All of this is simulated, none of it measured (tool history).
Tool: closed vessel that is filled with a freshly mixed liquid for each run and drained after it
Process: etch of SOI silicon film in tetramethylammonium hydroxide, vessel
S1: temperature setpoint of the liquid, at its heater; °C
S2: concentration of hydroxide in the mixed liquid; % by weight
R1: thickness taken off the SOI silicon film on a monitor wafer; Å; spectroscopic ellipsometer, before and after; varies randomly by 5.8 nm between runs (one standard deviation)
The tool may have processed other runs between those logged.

Run 1, day 0.000: S1 75.0 °C, S2 15.5 % by weight, time in the liquid (s) 105. Result: R1 8553.8 Å.
Run 2, day 0.100: S1 75.0 °C, S2 13.0 % by weight, time in the liquid (s) 105. Result: R1 9225.9 Å.
Run 3, day 0.138: S1 75.0 °C, S2 13.0 % by weight, time in the liquid (s) 105. Result: R1 9242.9 Å.
Run 4, day 0.371: S1 75.0 °C, S2 11.0 % by weight, time in the liquid (s) 105. Result: R1 9914.3 Å.
Run 5, day 0.521: S1 75.0 °C, S2 13.5 % by weight, time in the liquid (s) 105. Result: R1 9041.4 Å.
Run 6, day 0.871: S1 76.5 °C, S2 13.5 % by weight, time in the liquid (s) 105. Result: R1 9907.1 Å.

Run 7 has not been measured yet. What should we expect?
Run 7, day 1.038: S1 77.5 °C, S2 13.5 % by weight, time in the liquid (s) 105. Result: R1 ?.

R1: 10497.0 Å

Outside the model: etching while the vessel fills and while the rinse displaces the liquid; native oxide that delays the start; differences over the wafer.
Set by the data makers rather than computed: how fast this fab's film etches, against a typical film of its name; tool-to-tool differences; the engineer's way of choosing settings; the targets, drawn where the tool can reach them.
